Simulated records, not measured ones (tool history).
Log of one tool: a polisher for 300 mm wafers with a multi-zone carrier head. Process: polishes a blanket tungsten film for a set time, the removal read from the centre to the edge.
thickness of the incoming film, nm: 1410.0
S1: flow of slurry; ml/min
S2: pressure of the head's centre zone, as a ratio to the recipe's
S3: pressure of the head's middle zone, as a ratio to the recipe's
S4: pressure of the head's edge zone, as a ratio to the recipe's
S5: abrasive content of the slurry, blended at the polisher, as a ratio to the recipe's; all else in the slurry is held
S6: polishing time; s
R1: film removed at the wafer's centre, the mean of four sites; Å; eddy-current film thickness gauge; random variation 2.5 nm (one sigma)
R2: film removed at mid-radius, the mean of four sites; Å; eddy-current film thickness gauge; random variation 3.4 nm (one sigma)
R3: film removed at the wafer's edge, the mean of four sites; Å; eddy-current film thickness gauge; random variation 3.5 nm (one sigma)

run	hour	S1	S2	S3	S4	S5	S6	R1	R2	R3
1	0	210	1	1	1	1	49	2018.8	2011.2	1969
2	3.9	215	0.99	1.05	1.04	1.15	50	2117.2	2223.6	2168.4
3	8.1	215	0.95	1.05	1.04	1.15	50	2063.3	2240	2126.9
4	13.2	190	0.95	1.05	1.04	1.15	50	2058	2231.2	2137.4
5	16.2	190	0.95	1.08	1.05	1.25	51	2126.6	2386.1	2225.9
6	23.6	190	0.96	1.11	1.08	1.35	51	2183.1	2516.7	2348.5
7	31.5	195	0.97	1.13	1.09	1.4	51	2250.2	2557.6	2347.8
8	38.2	195	0.97	1.14	1.11	1.45	51	2253.5	2572.2	2422.5
9	42.8	195	0.97	1.15	1.11	1.45	51	2257.9	2631.2	2422

Run 10 comes next. What will it give?
10	48.2	195	0.97	1.16	1.12	1.45	51	?	?	?

Run 10 gave R1 2250 Å, R2 2634.8 Å, R3 2487.6 Å.
